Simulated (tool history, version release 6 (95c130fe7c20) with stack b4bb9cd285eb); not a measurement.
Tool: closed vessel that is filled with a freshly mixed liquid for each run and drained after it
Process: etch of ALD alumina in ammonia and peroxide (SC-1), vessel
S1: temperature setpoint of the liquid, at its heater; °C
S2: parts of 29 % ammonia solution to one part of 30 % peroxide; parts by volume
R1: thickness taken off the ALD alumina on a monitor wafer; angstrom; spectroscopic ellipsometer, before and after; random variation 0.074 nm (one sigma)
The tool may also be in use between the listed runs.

run 1 hour=0 | S1=52 S2=0.7 time_in_the_liquid_(s)=455 | R1=404.62
run 2 hour=7.7 | S1=49 S2=0.7 time_in_the_liquid_(s)=455 | R1=345.71
run 3 hour=8.8 | S1=49 S2=0.55 time_in_the_liquid_(s)=455 | R1=336.79
run 4 hour=14.6 | S1=49 S2=0.55 time_in_the_liquid_(s)=485 | R1=360.16
run 5 hour=17.6 | S1=54 S2=0.55 time_in_the_liquid_(s)=485 | R1=471.28
run 6 hour=18.5 | S1=50 S2=0.55 time_in_the_liquid_(s)=485 | R1=377.97
run 7 hour=20.1 | S1=50 S2=0.55 time_in_the_liquid_(s)=485 | R1=380.09
run 8 hour=21.2 | S1=47.5 S2=0.55 time_in_the_liquid_(s)=485 | R1=331.53
run 9 hour=30.4 | S1=45.5 S2=0.55 time_in_the_liquid_(s)=485 | R1=294.53

The next listed run, before its measurement:
run 10 hour=31.9 | S1=44.5 S2=0.55 time_in_the_liquid_(s)=485 | R1=?

Run 10 gave R1 279.68 angstrom.

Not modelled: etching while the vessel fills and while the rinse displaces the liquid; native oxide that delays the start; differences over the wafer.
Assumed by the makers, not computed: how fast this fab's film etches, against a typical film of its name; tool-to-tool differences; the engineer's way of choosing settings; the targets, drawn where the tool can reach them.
